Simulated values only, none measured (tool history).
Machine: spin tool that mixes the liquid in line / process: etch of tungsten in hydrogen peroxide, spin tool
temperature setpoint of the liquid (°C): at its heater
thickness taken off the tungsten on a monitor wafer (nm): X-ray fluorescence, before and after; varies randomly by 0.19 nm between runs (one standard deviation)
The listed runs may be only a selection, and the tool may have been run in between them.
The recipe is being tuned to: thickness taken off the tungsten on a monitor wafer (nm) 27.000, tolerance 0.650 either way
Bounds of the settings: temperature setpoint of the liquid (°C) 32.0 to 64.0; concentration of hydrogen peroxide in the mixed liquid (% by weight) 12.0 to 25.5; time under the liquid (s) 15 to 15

run  hour  temperature setpoint of the liquid (°C)  concentration of hydrogen peroxide in the mixed liquid (% by weight)  time under the liquid (s)  thickness taken off the tungsten on a monitor wafer (nm)
  1   0.0                                     48.0                                                                  17.5                         15                                                    17.134
  2   6.4                                     48.0                                                                  14.0                         15                                                    15.303
  3   9.5                                     49.0                                                                  14.0                         15                                                    16.292
  4  14.3                                     49.0                                                                  12.0                         15                                                    15.002
  5  18.8                                     49.0                                                                  12.0                         15                                                    15.132
  6  26.2                                     50.0                                                                  12.0                         15                                                    16.353
  7  33.0                                     51.0                                                                  12.0                         15                                                    17.229
  8  41.9                                     52.0                                                                  12.0                         15                                                    18.303
  9  46.4                                     53.0                                                                  12.0                         15                                                    19.199
 10  50.6                                     53.5                                                                  12.0                         15                                                    20.014
 11  59.1                                     54.0                                                                  12.0                         15                                                    20.545
 12  64.0                                     54.5                                                                  12.0                         15                                                    20.947
     67.2  -- new drum of peroxide connected
 13  67.2                                     55.0                                                                  12.0                         15                                                    22.359
 14  73.0                                     55.5                                                                  12.0                         15                                                    23.067

Which one of the following 4 next-run settings gets every result inside its allowed miss? There is exactly one.
  A  78.8                                     59.0                                                                  12.0                         15                                                         ?
  B  78.8                                     52.5                                                                  12.0                         15                                                         ?
  C  78.8                                     58.0                                                                  12.0                         15                                                         ?
  D  78.8                                     57.5                                                                  12.0                         15                                                         ?

move  thickness taken off the tungsten on a monitor wafer (nm)
   A                                                    28.404
   B                                                    19.355
   C                                                    26.802
   D                                                    26.032
A: carries the result that was furthest off beyond its target, to the other side
B: lands further from the targets than the last run did
C: all results in spec
D: an improvement on the last run, though not all results are within tolerance
So the answer is move C, the one that meets all the targets.
